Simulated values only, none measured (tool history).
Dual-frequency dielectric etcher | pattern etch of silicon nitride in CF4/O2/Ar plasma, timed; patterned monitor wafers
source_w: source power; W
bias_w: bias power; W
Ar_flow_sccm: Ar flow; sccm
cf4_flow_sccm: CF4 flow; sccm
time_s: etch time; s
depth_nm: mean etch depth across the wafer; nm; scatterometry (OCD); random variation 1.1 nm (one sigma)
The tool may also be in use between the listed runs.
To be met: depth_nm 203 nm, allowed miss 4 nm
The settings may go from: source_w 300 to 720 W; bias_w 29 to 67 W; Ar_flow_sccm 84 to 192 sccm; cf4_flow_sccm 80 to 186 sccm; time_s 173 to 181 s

run	day	source_w	bias_w	Ar_flow_sccm	cf4_flow_sccm	time_s	depth_nm
1	0	510	48	138	133	173	316.05
2	0.262	600	48	138	133	173	369.33
3	0.575	600	48	138	133	173	369.47
4	0.925	510	45	140	131	173	307.71
5	1.15	450	43	142	130	173	269.39
6	1.379	410	42	142	130	173	243.49
7	1.654	410	42	142	130	173	242.45
8	1.742	310	41	142	130	173	183.89
9	1.796	320	41	142	130	173	188.67
10	2.15	330	41	142	130	173	193.21
11	2.496	330	41	142	130	173	194.11

5 next moves are on the table. One of them brings every result within its allowed miss. Which?
A	2.842	350	40	132	123	181	?
B	2.842	300	46	127	113	174	?
C	2.842	340	38	132	129	173	?
D	2.842	350	39	133	94	181	?
E	2.842	310	40	147	117	173	?

move	depth_nm
A	213.62
B	185.08
C	195.79
D	202.71
E	178.48
A: takes the result that was furthest off past its target
B: further off than the last run
C: nearer than the last run, and not there yet
D: meets every target
E: further off than the last run
The right move is D.

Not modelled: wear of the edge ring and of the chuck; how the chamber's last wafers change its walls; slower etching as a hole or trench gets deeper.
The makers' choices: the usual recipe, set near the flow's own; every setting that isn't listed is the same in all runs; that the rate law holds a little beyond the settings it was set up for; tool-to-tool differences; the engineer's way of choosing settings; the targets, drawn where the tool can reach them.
